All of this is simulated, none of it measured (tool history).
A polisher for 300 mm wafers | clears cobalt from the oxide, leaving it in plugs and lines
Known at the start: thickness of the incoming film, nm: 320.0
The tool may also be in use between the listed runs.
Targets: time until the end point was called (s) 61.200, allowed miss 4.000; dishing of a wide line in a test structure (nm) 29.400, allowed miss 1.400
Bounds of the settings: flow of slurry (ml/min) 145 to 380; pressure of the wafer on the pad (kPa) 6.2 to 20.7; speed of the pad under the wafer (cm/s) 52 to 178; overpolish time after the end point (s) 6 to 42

run    day  flow of slurry (ml/min)  pressure of the wafer on the pad (kPa)  speed of the pad under the wafer (cm/s)  overpolish time after the end point (s)  time until the end point was called (s)  dishing of a wide line in a test structure (nm)
  1  0.000                      245                                    13.1                                      114                                       21                                   46.733                                           61.135
  2  0.300                      245                                    13.1                                       96                                       21                                   53.051                                           58.348
  3  0.467                      240                                    13.1                                       88                                       18                                   60.695                                           52.375
  4  0.512                      225                                    13.8                                       82                                       16                                   63.050                                           48.193
  5  0.800                      210                                    15.2                                       76                                       14                                   60.473                                           45.671
  6  0.938                      210                                    15.2                                       76                                       21                                   62.092                                           54.511
  7  1.250                      200                                    15.9                                       72                                       18                                   66.570                                           49.448
  8  1.617                      190                                    16.5                                       68                                       16                                   66.563                                           47.882
  9  1.858                      145                                    18.6                                       52                                        6                                   80.160                                           19.695
 10  1.975                      165                                    18.6                                       52                                        6                                   79.290                                           20.560
 11  2.171                      165                                    18.6                                       52                                        6                                   81.343                                           21.089
 12  2.258                      180                                    18.6                                       54                                        6                                   76.479                                           21.946
 13  2.512                      200                                    18.6                                       56                                        6                                   72.725                                           22.189
 14  2.712                      210                                    18.6                                       58                                        6                                   69.408                                           23.611
 15  2.942                      210                                    18.6                                       58                                        6                                   70.931                                           23.400
 16  3.158                      225                                    18.6                                       60                                        6                                   68.630                                           24.792
 17  3.192                      235                                    18.6                                       60                                        6                                   65.971                                           23.923
 18  3.312                      245                                    17.9                                       62                                        6                                   65.815                                           24.330

Which of these 5 next moves meets every target?
  A  3.433                      265                                    17.2                                       60                                        9                                        ?                                                ?
  B  3.433                      240                                    19.3                                       56                                        9                                        ?                                                ?
  C  3.433                      265                                    18.6                                       52                                       10                                        ?                                                ?
  D  3.433                      285                                    16.5                                       68                                        6                                        ?                                                ?
  E  3.433                      205                                    18.6                                       66                                        7                                        ?                                                ?

move  time until the end point was called (s)  dishing of a wide line in a test structure (nm)
   A                                   70.413                                           32.330
   B                                   69.509                                           32.630
   C                                   75.833                                           33.083
   D                                   64.061                                           25.510
   E                                   62.559                                           29.272
A: takes the result that was furthest off past its target
B: takes the result that was furthest off past its target
C: takes the result that was furthest off past its target
D: nearer than the last run, and not there yet
E: meets every target
Answer: E
